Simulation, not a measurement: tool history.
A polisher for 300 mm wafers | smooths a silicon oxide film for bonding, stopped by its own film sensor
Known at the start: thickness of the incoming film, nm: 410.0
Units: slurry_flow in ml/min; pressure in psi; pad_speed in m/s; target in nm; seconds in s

| run | hour | slurry_flow | pressure | pad_speed | slurry_solids | target | seconds |
|---|---|---|---|---|---|---|---|
| 1 | 0.0 | 280 | 1.7 | 1.10 | 1.00 | 373 | 64.618 |
| 2 | 8.4 | 280 | 1.6 | 1.08 | 1.00 | 373 | 66.597 |
| 3 | 15.5 | 280 | 1.9 | 1.08 | 1.00 | 373 | 58.742 |
| 4 | 22.1 | 280 | 1.7 | 1.06 | 1.00 | 373 | 67.015 |
| 5 | 22.9 | 280 | 1.7 | 1.06 | 1.20 | 373 | 59.657 |
| 6 | 25.1 | 280 | 1.5 | 1.06 | 1.20 | 373 | 66.428 |
|  | 27.2 | slurry blender recalibrated |
| 7 | 27.2 | 280 | 1.4 | 1.04 | 1.20 | 373 | 62.338 |

Run 8 comes next. What will it give?
| 8 | 29.5 | 280 | 1.3 | 0.92 | 1.15 | 373 | ? |

seconds: 72.335 s
